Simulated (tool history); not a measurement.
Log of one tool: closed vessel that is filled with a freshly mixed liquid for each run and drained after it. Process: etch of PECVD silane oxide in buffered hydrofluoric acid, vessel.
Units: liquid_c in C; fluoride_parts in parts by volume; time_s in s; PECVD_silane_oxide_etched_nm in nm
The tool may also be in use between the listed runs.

run,hour,liquid_c,fluoride_parts,time_s,PECVD_silane_oxide_etched_nm
1,0.0,21.0,17,30,36.320
2,3.4,21.0,20,30,30.725
3,7.1,21.0,16,30,38.299
4,8.9,21.0,16,30,38.465
5,14.5,21.0,16,30,38.711
6,18.7,22.5,16,30,42.052
7,24.1,23.5,16,30,44.232
8,27.5,23.5,16,30,43.906
9,30.4,24.5,16,30,46.927
10,36.3,25.0,16,30,47.802
11,37.8,25.5,16,30,49.260
12,44.6,25.5,16,30,48.533
13,46.9,25.5,16,30,49.005
14,50.7,26.0,16,30,50.924
15,54.5,26.5,16,30,51.504

Run 16 comes next. What will it give?
16,56.5,27.0,16,30,?

{"run 16": {"PECVD_silane_oxide_etched_nm": 53.267}}
